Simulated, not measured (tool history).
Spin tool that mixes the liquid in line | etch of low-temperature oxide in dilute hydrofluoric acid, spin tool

run    day  temperature setpoint of the liquid (C)  parts of water to one part of 49 % hydrofluoric acid (parts by volume)  time under the liquid (s)  thickness taken off the low-temperature oxide on a monitor wafer (angstrom)
  1      0                                      23                                                                     125                         35                                                                       27.106
  2  0.308                                      21                                                                     125                         35                                                                       25.119
  3  0.592                                    22.5                                                                     120                         35                                                                       27.737
  4  0.808                                      24                                                                     120                         35                                                                        29.52
  5  1.121                                      24                                                                      80                         35                                                                       46.293
  6  1.242                                      24                                                                     110                         35                                                                       32.573
  7  1.425                                      25                                                                     110                         35                                                                       33.594
  8  1.496                                      26                                                                     110                         35                                                                       35.152

The next listed run, before its measurement:
  9  1.617                                      27                                                                     110                         35                                                                            ?

{"run 9": {"thickness taken off the low-temperature oxide on a monitor wafer (angstrom)": 36.247}}
